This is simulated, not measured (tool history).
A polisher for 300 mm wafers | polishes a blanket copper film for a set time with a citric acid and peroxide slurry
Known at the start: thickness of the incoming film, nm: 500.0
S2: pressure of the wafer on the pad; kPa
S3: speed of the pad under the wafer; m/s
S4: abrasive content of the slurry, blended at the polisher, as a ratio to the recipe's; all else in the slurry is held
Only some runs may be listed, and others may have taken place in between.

{"run": 1, "hour": 0.0, "flow of slurry (ml/min)": 240, "S2": 28.3, "S3": 1.1, "S4": 1, "polishing time (s)": 23, "film removed (nm)": 72.758}
{"run": 2, "hour": 7.4, "flow of slurry (ml/min)": 210, "S2": 28.3, "S3": 1.1, "S4": 1, "polishing time (s)": 23, "film removed (nm)": 71.163}
{"run": 3, "hour": 11.2, "flow of slurry (ml/min)": 210, "S2": 28.3, "S3": 0.88, "S4": 1, "polishing time (s)": 23, "film removed (nm)": 58.326}
{"run": 4, "hour": 15.4, "flow of slurry (ml/min)": 210, "S2": 27.6, "S3": 0.88, "S4": 1, "polishing time (s)": 23, "film removed (nm)": 56.433}
{"run": 5, "hour": 22.9, "flow of slurry (ml/min)": 210, "S2": 26.9, "S3": 0.88, "S4": 1, "polishing time (s)": 23, "film removed (nm)": 56.789}
{"run": 6, "hour": 28.6, "flow of slurry (ml/min)": 255, "S2": 26.9, "S3": 0.88, "S4": 1, "polishing time (s)": 23, "film removed (nm)": 57.856}

Estimate the outcome of run 7 from the log above:
{"run": 7, "hour": 30.5, "flow of slurry (ml/min)": 250, "S2": 26.2, "S3": 0.88, "S4": 1, "polishing time (s)": 23, "film removed (nm)": "?"}

film removed (nm): 56.042

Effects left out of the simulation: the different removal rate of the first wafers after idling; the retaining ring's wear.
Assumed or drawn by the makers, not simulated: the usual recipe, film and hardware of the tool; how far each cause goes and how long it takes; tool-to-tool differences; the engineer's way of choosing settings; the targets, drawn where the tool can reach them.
